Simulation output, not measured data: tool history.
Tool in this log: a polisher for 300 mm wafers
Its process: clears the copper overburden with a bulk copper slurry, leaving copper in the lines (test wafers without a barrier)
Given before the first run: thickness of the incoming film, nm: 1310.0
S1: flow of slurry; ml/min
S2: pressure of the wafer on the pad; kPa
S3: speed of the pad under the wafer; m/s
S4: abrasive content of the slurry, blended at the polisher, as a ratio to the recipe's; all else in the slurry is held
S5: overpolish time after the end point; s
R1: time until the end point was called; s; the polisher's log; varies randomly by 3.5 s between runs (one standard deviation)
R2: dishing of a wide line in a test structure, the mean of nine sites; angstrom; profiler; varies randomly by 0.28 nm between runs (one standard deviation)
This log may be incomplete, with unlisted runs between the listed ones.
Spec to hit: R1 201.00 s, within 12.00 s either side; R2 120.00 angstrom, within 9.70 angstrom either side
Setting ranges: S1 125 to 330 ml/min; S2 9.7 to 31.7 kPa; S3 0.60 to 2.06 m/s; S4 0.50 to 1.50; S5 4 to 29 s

run	day	S1	S2	S3	S4	S5	R1	R2
1	0.000	210	20.7	1.32	1.00	15	110.11	187.75
2	0.221	210	19.3	1.30	1.00	13	120.72	181.45
3	0.462	160	19.3	1.30	1.00	13	124.55	185.17
4	0.558	185	17.9	1.28	1.00	12	137.72	181.54
5	0.812	185	17.9	1.28	1.15	12	127.18	184.53
6	1.033	210	16.5	1.32	1.05	11	133.89	183.81
7	1.217	210	16.5	1.26	0.95	10	144.72	177.67
8	1.321	230	15.9	1.24	0.90	9	151.70	183.44
9	1.454	215	15.2	1.28	0.85	8	155.73	175.56
10	1.562	200	14.5	1.32	0.80	7	158.31	166.99

Which one of the following 5 next-run settings gets every result inside its allowed miss? There is exactly one.
A	1.671	205	11.0	1.18	0.85	6	?	?
B	1.671	245	20.7	0.60	1.45	14	?	?
C	1.671	125	9.7	1.74	0.50	4	?	?
D	1.671	200	13.1	1.08	0.95	8	?	?
E	1.671	220	15.9	1.04	0.75	5	?	?

move	R1	R2
A	208.15	142.03
B	205.23	183.23
C	193.60	120.20
D	193.90	162.46
E	178.24	142.53
A: moves toward the targets from the last run without getting all of them in spec
B: the biggest miss grows against the last run
C: every result lands within tolerance
D: moves toward the targets from the last run without getting all of them in spec
E: moves toward the targets from the last run without getting all of them in spec
The right move is C.

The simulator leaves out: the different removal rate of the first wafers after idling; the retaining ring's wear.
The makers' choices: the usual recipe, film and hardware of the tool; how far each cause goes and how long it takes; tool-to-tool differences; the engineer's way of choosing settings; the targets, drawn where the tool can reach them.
